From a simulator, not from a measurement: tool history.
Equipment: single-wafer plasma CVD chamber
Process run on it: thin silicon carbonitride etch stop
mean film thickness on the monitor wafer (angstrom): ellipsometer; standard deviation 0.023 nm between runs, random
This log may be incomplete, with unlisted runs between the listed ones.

| run | hour | RF power (kW) | deposition time (s) | mean film thickness on the monitor wafer (angstrom) |
|---|---|---|---|---|
| 1 | 0.0 | 0.240 | 12.5 | 70.534 |
| 2 | 7.3 | 0.240 | 13.5 | 76.416 |
| 3 | 11.0 | 0.225 | 12.9 | 71.292 |
| 4 | 17.1 | 0.210 | 12.9 | 68.820 |
| 5 | 21.9 | 0.240 | 12.9 | 72.970 |
|  | 28.2 | thermocouple changed; heater temperature recalibrated |
| 6 | 28.2 | 0.220 | 12.6 | 68.668 |
| 7 | 30.9 | 0.205 | 12.5 | 67.191 |
| 8 | 31.9 | 0.195 | 12.3 | 64.280 |
| 9 | 36.2 | 0.185 | 12.3 | 62.824 |

Estimate the outcome of run 10 from the log above:
| 10 | 37.7 | 0.180 | 12.3 | ? |

mean film thickness on the monitor wafer (angstrom): 62.618
